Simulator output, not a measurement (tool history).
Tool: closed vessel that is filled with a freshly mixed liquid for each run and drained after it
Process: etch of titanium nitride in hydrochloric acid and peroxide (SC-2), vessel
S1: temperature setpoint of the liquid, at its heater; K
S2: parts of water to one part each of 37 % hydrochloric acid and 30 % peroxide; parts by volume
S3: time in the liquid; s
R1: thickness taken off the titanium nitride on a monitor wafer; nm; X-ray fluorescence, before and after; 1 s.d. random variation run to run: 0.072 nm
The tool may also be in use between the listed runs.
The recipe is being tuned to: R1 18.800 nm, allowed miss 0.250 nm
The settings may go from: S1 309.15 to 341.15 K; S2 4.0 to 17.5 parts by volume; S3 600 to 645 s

| run | day | S1 | S2 | S3 | R1 |
|---|---|---|---|---|---|
| 1 | 0.000 | 325.15 | 9.5 | 600 | 14.078 |
| 2 | 0.350 | 325.15 | 9.5 | 645 | 15.250 |
| 3 | 0.396 | 322.65 | 9.5 | 645 | 12.939 |
| 4 | 0.721 | 324.65 | 9.5 | 645 | 14.725 |
| 5 | 1.108 | 331.65 | 9.5 | 645 | 23.034 |
| 6 | 1.475 | 331.65 | 9.5 | 600 | 21.510 |
| 7 | 1.696 | 331.15 | 9.5 | 600 | 20.827 |
| 8 | 1.900 | 329.15 | 9.5 | 600 | 18.423 |

Exercise: of the 4 proposed moves below, exactly one satisfies all targets within the stated allowed misses. Which move is it?
| A | 2.104 | 328.15 | 9.0 | 645 | ? |
| B | 2.104 | 328.65 | 8.5 | 600 | ? |
| C | 2.104 | 326.65 | 7.5 | 600 | ? |
| D | 2.104 | 329.65 | 11.0 | 645 | ? |

| move | R1 |
|---|---|
| A | 19.339 |
| B | 19.465 |
| C | 18.897 |
| D | 18.023 |
A: moves the result that the last run missed by most past its target, out the other side
B: moves the result that the last run missed by most past its target, out the other side
C: every result lands within tolerance
D: misses by more than the last run did
C meets every target.
